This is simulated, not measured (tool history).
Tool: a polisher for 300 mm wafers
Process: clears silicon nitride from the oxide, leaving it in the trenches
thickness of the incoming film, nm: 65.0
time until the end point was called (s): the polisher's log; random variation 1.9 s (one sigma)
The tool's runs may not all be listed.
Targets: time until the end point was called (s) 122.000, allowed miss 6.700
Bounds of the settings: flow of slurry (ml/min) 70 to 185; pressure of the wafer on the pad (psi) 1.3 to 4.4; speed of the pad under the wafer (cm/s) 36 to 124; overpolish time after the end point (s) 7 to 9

run	hour	flow of slurry (ml/min)	pressure of the wafer on the pad (psi)	speed of the pad under the wafer (cm/s)	overpolish time after the end point (s)	time until the end point was called (s)
1	0.0	120	2.8	80	9	88.126
2	4.3	120	2.8	80	9	91.163
3	8.0	120	2.8	80	7	89.900
4	13.9	120	2.7	80	7	94.763
5	22.2	120	2.7	94	7	79.242
6	29.9	120	2.7	106	7	71.837
7	30.9	120	2.6	106	7	74.275
8	39.4	115	1.8	102	7	111.250
# hour 46.2: worn pad replaced by a new one
9	46.2	110	1.7	102	7	108.640

Which of these 4 next moves meets every target?
A	53.0	70	2.4	96	9	?
B	53.0	110	1.6	96	9	?
C	53.0	100	1.9	106	7	?
D	53.0	105	1.7	122	7	?

move	time until the end point was called (s)
A	91.381
B	119.500
C	94.132
D	90.182
A: further off than the last run
B: meets every target
C: further off than the last run
D: further off than the last run
Answer: B
